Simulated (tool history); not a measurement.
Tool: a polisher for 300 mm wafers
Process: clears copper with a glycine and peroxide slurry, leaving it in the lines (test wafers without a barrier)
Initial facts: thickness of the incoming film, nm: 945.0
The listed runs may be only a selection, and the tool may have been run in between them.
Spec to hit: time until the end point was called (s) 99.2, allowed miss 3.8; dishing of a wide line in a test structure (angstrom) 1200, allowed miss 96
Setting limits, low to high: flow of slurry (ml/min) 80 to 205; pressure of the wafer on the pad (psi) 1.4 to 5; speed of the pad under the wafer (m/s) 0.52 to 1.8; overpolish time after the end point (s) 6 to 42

run,hour,flow of slurry (ml/min),pressure of the wafer on the pad (psi),speed of the pad under the wafer (m/s),overpolish time after the end point (s),time until the end point was called (s),dishing of a wide line in a test structure (angstrom)
1,0,135,3.2,1.16,21,118.73,836.53
2,7.2,135,3.3,1.16,22,118.57,886.38
3,16.2,135,3.3,1.38,22,101.76,948.35
4,23.3,125,3.3,1.38,22,103.32,950.03
5,25.2,125,3.3,1.48,22,97.21,980.5
6,29.6,125,3.3,1.48,23,96.861,986.77
7,37.8,125,3.3,1.48,24,95.883,1019.5
8,46.8,125,3.3,1.48,25,98.853,1072.9

Of the 5 settings listed for the next run, only one would bring every result within its allowed miss of target. Which one?
A,55.8,130,3.7,1.42,29,?,?
B,55.8,175,3.3,1.52,29,?,?
C,55.8,140,3.6,1.36,21,?,?
D,55.8,145,3.8,1.44,27,?,?
E,55.8,130,3.6,1.34,32,?,?

move,time until the end point was called (s),dishing of a wide line in a test structure (angstrom)
A,90.534,1157.1
B,88.646,1141
C,94.322,960.76
D,85.667,1153.4
E,96.956,1169.3
A: the worst result of the last run now meets its target, but another is out of spec
B: the worst result of the last run now meets its target, but another is out of spec
C: misses by more than the last run did
D: the worst result of the last run now meets its target, but another is out of spec
E: hits every target within its allowed miss
Correct choice: E, which meets every target

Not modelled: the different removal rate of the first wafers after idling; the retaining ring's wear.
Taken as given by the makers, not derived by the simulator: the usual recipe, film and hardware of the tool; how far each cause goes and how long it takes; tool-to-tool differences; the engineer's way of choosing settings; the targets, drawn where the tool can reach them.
